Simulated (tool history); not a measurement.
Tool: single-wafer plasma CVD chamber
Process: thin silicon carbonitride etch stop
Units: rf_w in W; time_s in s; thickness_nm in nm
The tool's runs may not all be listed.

| run | hour | rf_w | time_s | thickness_nm |
|---|---|---|---|---|
| 1 | 0.0 | 215 | 15.5 | 9.1669 |
| 2 | 3.7 | 215 | 17.1 | 10.0370 |
| 3 | 12.1 | 240 | 17.1 | 10.4870 |
| 4 | 13.0 | 240 | 18.4 | 11.2880 |
|  | 20.8 | RF generator calibrated |
| 5 | 20.8 | 220 | 17.1 | 10.4300 |
| 6 | 23.8 | 220 | 15.9 | 9.6705 |

The next listed run, before its measurement:
| 7 | 31.0 | 205 | 15.0 | ? |

Run 7 gave thickness_nm 8.8633 nm.
